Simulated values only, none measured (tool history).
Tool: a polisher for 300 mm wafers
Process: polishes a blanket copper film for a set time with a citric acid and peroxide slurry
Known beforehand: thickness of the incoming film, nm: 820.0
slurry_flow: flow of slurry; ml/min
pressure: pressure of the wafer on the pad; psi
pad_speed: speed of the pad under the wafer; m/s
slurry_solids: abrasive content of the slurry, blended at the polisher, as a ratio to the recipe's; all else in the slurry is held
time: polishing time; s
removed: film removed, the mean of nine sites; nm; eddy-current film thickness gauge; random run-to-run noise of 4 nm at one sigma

run	hour	slurry_flow	pressure	pad_speed	slurry_solids	time	removed
1	0	290	2.6	0.96	1	119	205.1
2	8.2	290	3.1	0.96	1	119	243.34
3	15.6	290	3.1	1.04	1	119	262.09
4	23.3	290	3.3	1.04	1	119	274.93
5	28.6	290	3.5	1.04	1	119	290.89
6	37.4	290	3.6	1.04	1	119	300.57
7	42.7	290	3.7	1.04	1	119	310.28

Run 8 has not been measured yet. What should we expect?
8	51.7	290	3.8	1.04	1	119	?

{"run 8": {"removed": 322.02}}
